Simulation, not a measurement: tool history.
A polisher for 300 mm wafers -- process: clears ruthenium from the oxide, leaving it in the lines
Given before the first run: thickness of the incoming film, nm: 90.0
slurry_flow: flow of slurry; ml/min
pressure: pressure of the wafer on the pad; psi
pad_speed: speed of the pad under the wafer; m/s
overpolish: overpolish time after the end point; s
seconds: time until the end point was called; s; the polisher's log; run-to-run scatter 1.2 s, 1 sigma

run,day,slurry_flow,pressure,pad_speed,overpolish,seconds
1,0,290,2.6,1.18,4,59.114
2,0.371,290,2.4,1.16,4,65.874
3,0.45,290,2.3,1.16,4,68.573
4,0.579,330,2.3,1.16,4,67.914
5,0.654,330,2.3,1.46,4,55.718
6,0.983,330,2.3,1.46,3,56.76

Run 7 has not been measured yet. What should we expect?
7,1.304,330,2.1,1.44,3,?

Run 7 came out at seconds 61.714 s.

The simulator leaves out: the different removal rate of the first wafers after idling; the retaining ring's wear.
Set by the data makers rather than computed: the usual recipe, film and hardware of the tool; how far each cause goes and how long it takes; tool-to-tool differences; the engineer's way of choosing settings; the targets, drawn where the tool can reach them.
